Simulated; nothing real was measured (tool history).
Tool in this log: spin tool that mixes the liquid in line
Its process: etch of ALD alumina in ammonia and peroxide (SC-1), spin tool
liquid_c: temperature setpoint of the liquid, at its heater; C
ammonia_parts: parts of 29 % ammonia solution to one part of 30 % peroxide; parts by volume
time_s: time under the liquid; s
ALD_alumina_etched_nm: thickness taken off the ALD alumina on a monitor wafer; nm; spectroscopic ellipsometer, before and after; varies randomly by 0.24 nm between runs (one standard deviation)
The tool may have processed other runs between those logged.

Run 1, hour 0: liquid_c 56 C, ammonia_parts 0.8 parts by volume, time_s 260 s. Result: ALD_alumina_etched_nm 25.366 nm.
Run 2, hour 0.9: liquid_c 56 C, ammonia_parts 0.9 parts by volume, time_s 260 s. Result: ALD_alumina_etched_nm 25.396 nm.
Run 3, hour 9.3: liquid_c 56 C, ammonia_parts 0.9 parts by volume, time_s 280 s. Result: ALD_alumina_etched_nm 27.359 nm.
Run 4, hour 17.1: liquid_c 60 C, ammonia_parts 0.9 parts by volume, time_s 280 s. Result: ALD_alumina_etched_nm 33.889 nm.
Run 5, hour 19.3: liquid_c 60 C, ammonia_parts 0.9 parts by volume, time_s 280 s. Result: ALD_alumina_etched_nm 33.381 nm.
Run 6, hour 27.5: liquid_c 60 C, ammonia_parts 0.9 parts by volume, time_s 280 s. Result: ALD_alumina_etched_nm 33.238 nm.
Run 7, hour 33.9: liquid_c 61.5 C, ammonia_parts 0.9 parts by volume, time_s 280 s. Result: ALD_alumina_etched_nm 36.258 nm.
Run 8, hour 40.8: liquid_c 62.5 C, ammonia_parts 0.9 parts by volume, time_s 280 s. Result: ALD_alumina_etched_nm 38.106 nm.
Run 9, hour 48.6: liquid_c 62.5 C, ammonia_parts 0.9 parts by volume, time_s 280 s. Result: ALD_alumina_etched_nm 37.843 nm.

Estimate the outcome of run 10 from the log above:
Run 10, hour 56.9: liquid_c 63.5 C, ammonia_parts 0.9 parts by volume, time_s 280 s. Result: ALD_alumina_etched_nm ?.

Run 10 yielded ALD_alumina_etched_nm 40.507 nm.
